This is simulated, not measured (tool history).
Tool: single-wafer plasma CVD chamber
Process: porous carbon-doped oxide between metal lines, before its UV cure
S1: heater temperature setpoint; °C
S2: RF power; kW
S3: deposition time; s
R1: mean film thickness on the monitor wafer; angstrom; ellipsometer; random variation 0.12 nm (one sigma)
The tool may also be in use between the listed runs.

{"run": 1, "day": 0.0, "S1": 285, "S2": 0.415, "S3": 12.8, "R1": 636.38}
{"run": 2, "day": 0.196, "S1": 289, "S2": 0.415, "S3": 12.8, "R1": 623.96}
{"run": 3, "day": 0.417, "S1": 294, "S2": 0.4, "S3": 12.8, "R1": 584.07}
{"run": 4, "day": 0.479, "S1": 298, "S2": 0.395, "S3": 12.8, "R1": 568.49}
{"run": 5, "day": 0.746, "S1": 301, "S2": 0.39, "S3": 12.8, "R1": 553.58}
{"run": 6, "day": 0.888, "S1": 301, "S2": 0.39, "S3": 12.8, "R1": 551.23}

Forecast run 7:
{"run": 7, "day": 1.183, "S1": 303, "S2": 0.39, "S3": 12.8, "R1": "?"}

{"run 7": {"R1": 547.69}}
